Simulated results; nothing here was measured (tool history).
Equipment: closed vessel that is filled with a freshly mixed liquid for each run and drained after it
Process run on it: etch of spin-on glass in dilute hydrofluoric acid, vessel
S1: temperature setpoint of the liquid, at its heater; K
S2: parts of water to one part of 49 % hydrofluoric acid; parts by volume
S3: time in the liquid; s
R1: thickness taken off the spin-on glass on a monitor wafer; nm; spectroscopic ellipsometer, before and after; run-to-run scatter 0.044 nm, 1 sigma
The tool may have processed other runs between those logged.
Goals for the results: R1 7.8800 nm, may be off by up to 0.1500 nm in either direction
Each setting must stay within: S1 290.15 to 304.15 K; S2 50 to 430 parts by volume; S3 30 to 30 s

run 1 hour=0.0 | S1=296.15 S2=240 S3=30 | R1=3.8225
run 2 hour=6.1 | S1=294.65 S2=240 S3=30 | R1=3.5977
run 3 hour=10.0 | S1=294.65 S2=190 S3=30 | R1=4.8331
run 4 hour=17.9 | S1=296.15 S2=185 S3=30 | R1=5.1599
run 5 hour=21.7 | S1=294.65 S2=185 S3=30 | R1=4.9571
run 6 hour=25.4 | S1=296.15 S2=180 S3=30 | R1=5.3764
run 7 hour=27.7 | S1=300.15 S2=155 S3=30 | R1=7.5204
run 8 hour=35.0 | S1=300.65 S2=155 S3=30 | R1=7.6218
run 9 hour=43.6 | S1=300.65 S2=155 S3=30 | R1=7.6590

Exercise: of the 4 proposed moves below, exactly one satisfies all targets within the stated allowed misses. Which move is it?
run A hour=52.2 | S1=295.65 S2=135 S3=30 | R1=?
run B hour=52.2 | S1=299.15 S2=150 S3=30 | R1=?
run C hour=52.2 | S1=299.65 S2=140 S3=30 | R1=?
run D hour=52.2 | S1=301.65 S2=155 S3=30 | R1=?

move=A R1=7.4860
move=B R1=7.5717
move=C R1=8.3669
move=D R1=7.9867
A: further off than the last run
B: further off than the last run
C: takes the biggest miss from the last run beyond its target
D: all results land within tolerance of their targets
Correct choice: D, which meets every target
